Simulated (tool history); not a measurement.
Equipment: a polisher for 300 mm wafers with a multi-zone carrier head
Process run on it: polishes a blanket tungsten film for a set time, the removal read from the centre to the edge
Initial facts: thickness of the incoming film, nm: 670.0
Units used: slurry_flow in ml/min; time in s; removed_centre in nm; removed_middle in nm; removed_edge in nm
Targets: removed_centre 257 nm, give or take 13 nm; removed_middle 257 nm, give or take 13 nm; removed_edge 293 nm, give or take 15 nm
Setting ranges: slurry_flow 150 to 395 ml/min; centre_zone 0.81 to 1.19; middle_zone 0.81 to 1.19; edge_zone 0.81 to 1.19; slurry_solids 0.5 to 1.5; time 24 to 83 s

| run | day | slurry_flow | centre_zone | middle_zone | edge_zone | slurry_solids | time | removed_centre | removed_middle | removed_edge |
|---|---|---|---|---|---|---|---|---|---|---|
| 1 | 0 | 250 | 1 | 1 | 1 | 1 | 53 | 207.78 | 207.6 | 211.67 |
| 2 | 0.371 | 250 | 0.97 | 1 | 1 | 1 | 53 | 205.61 | 210.98 | 210.19 |
| 3 | 0.742 | 245 | 0.97 | 0.99 | 1.03 | 1.05 | 54 | 207.93 | 213.46 | 222.96 |
| 4 | 0.992 | 245 | 0.98 | 0.99 | 1.05 | 1.15 | 55 | 221.32 | 228.29 | 235.24 |
| 5 | 1.025 | 245 | 0.98 | 0.99 | 1.09 | 1.15 | 55 | 222.64 | 230.85 | 232.46 |
| 6 | 1.238 | 245 | 0.95 | 0.99 | 1.09 | 1.15 | 55 | 221.19 | 228.88 | 235.42 |
| 7 | 1.488 | 245 | 0.94 | 0.97 | 1.09 | 1.2 | 56 | 224.59 | 224.7 | 243.55 |
| 8 | 1.575 | 245 | 0.93 | 0.97 | 1.09 | 1.25 | 57 | 219.39 | 232.96 | 254.58 |
| 9 | 1.65 | 245 | 0.94 | 0.96 | 1.1 | 1.3 | 58 | 231.45 | 241.41 | 259.85 |
| 10 | 1.846 | 245 | 0.94 | 0.95 | 1.11 | 1.35 | 59 | 233.72 | 242.78 | 271.81 |
| 11 | 1.883 | 245 | 0.95 | 0.95 | 1.12 | 1.35 | 59 | 236.3 | 242.68 | 266.45 |
| 12 | 2.075 | 245 | 0.95 | 0.94 | 1.12 | 1.35 | 60 | 247.69 | 243.98 | 280.13 |

Which of these 5 next moves meets every target?
| A | 2.267 | 240 | 1.08 | 0.88 | 1.11 | 1.35 | 60 | ? | ? | ? |
| B | 2.267 | 230 | 1.06 | 1.04 | 1.19 | 1.2 | 56 | ? | ? | ? |
| C | 2.267 | 285 | 1 | 0.81 | 1.19 | 1.3 | 60 | ? | ? | ? |
| D | 2.267 | 155 | 0.98 | 0.98 | 1.13 | 1.3 | 65 | ? | ? | ? |
| E | 2.267 | 195 | 0.83 | 0.93 | 1.07 | 1.5 | 63 | ? | ? | ? |

| move | removed_centre | removed_middle | removed_edge |
|---|---|---|---|
| A | 276.58 | 232.5 | 276.19 |
| B | 245.33 | 240.86 | 257.54 |
| C | 260.68 | 218.31 | 286.89 |
| D | 260.27 | 261.13 | 288.9 |
| E | 234.69 | 258.09 | 288.38 |
A: moves away from the targets compared with the last run
B: moves away from the targets compared with the last run
C: moves away from the targets compared with the last run
D: all results in spec
E: gets the furthest-off result to its target, but another result is out of tolerance
So the answer is move D, the one that meets all the targets.
